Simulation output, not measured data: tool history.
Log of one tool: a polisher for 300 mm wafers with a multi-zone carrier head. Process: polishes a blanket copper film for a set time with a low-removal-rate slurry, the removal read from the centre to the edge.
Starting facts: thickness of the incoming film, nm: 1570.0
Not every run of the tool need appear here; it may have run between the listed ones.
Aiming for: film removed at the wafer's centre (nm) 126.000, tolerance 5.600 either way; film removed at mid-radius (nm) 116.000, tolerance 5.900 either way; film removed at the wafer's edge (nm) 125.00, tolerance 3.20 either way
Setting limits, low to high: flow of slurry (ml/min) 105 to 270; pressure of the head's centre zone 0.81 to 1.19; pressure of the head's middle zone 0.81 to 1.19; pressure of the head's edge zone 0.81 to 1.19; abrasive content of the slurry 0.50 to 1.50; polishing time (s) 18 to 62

run,day,flow of slurry (ml/min),pressure of the head's centre zone,pressure of the head's middle zone,pressure of the head's edge zone,abrasive content of the slurry,polishing time (s),film removed at the wafer's centre (nm),film removed at mid-radius (nm),film removed at the wafer's edge (nm)
1,0.000,175,1.00,1.00,1.00,1.00,40,168.480,172.140,179.39
2,0.108,175,0.95,1.00,1.00,1.00,40,162.290,172.320,178.30
3,0.312,170,0.96,0.97,0.96,0.85,38,148.120,149.750,159.33
4,0.417,165,0.97,0.96,0.93,0.75,37,138.840,134.700,146.74
5,0.708,165,0.97,1.03,0.93,0.75,37,141.860,147.330,147.03
6,0.733,165,0.97,0.98,0.93,0.75,37,136.900,140.700,146.65
7,0.775,160,0.99,0.96,0.90,0.70,37,135.950,132.600,139.20
8,0.975,150,1.00,0.94,0.88,0.70,37,137.100,131.040,135.86
9,1.133,130,0.96,0.84,0.83,0.50,37,114.300,101.610,116.85

Which one of the following 5 next-run settings gets every result inside its allowed miss? There is exactly one.
A,1.292,105,1.02,0.92,0.81,0.65,34,?,?,?
B,1.292,115,1.00,0.89,0.81,0.65,37,?,?,?
C,1.292,110,0.83,0.94,0.83,0.55,39,?,?,?
D,1.292,115,0.81,0.81,0.94,0.50,40,?,?,?
E,1.292,120,1.06,0.81,0.90,0.85,31,?,?,?

move,film removed at the wafer's centre (nm),film removed at mid-radius (nm),film removed at the wafer's edge (nm)
A,111.840,107.170,110.34
B,122.780,116.210,122.11
C,101.480,119.460,121.52
D,99.259,105.570,128.48
E,119.760,99.274,118.10
A: further off than the last run
B: meets every target
C: further off than the last run
D: moves the result that the last run missed by most past its target, out the other side
E: further off than the last run
Move B is the one to make.
